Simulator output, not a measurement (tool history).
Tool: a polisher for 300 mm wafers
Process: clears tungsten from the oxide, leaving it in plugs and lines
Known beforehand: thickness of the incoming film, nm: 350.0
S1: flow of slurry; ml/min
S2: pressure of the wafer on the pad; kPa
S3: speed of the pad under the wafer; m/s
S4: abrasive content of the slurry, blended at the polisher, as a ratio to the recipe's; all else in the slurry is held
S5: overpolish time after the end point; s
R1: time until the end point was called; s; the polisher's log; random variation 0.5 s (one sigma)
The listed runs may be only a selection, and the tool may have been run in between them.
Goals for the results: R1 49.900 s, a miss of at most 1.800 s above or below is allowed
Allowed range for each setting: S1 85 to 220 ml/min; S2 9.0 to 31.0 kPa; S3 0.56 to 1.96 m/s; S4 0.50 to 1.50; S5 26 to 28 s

run  hour   S1    S2    S3    S4  S5      R1
  1   0.0  140  20.0  1.26  1.00  26  95.934
  2   7.7  140  20.0  1.26  1.00  28  98.259
  3  12.0  145  22.8  1.28  1.00  28  82.070
  4  12.7  150  24.8  1.28  1.00  28  76.113
  5  16.8  150  26.2  1.32  1.00  28  71.735
  6  25.1  155  27.6  1.38  1.00  28  64.096
  7  25.7  160  28.3  1.42  1.00  28  61.194
  8  34.5  160  29.0  1.46  1.00  28  58.426
  9  41.6  160  29.6  1.48  1.00  28  55.684
 10  43.8  160  29.6  1.48  1.00  28  57.006

Pick the move, out of 5, that brings all results within their allowed miss; only one does.
  A  46.0  205  24.8  1.38  0.95  26   ?
  B  46.0  180  29.0  1.54  1.15  28   ?
  C  46.0  140  24.8  1.78  1.40  28   ?
  D  46.0  170  31.0  1.64  0.90  28   ?
  E  46.0  125  29.6  1.56  1.15  28   ?

move      R1
   A  69.367
   B  52.851
   C  53.768
   D  50.190
   E  54.162
A: moves away from the targets compared with the last run
B: moves toward the targets from the last run without getting all of them in spec
C: moves toward the targets from the last run without getting all of them in spec
D: all results land within tolerance of their targets
E: moves toward the targets from the last run without getting all of them in spec
So the answer is move D, the one that meets all the targets.
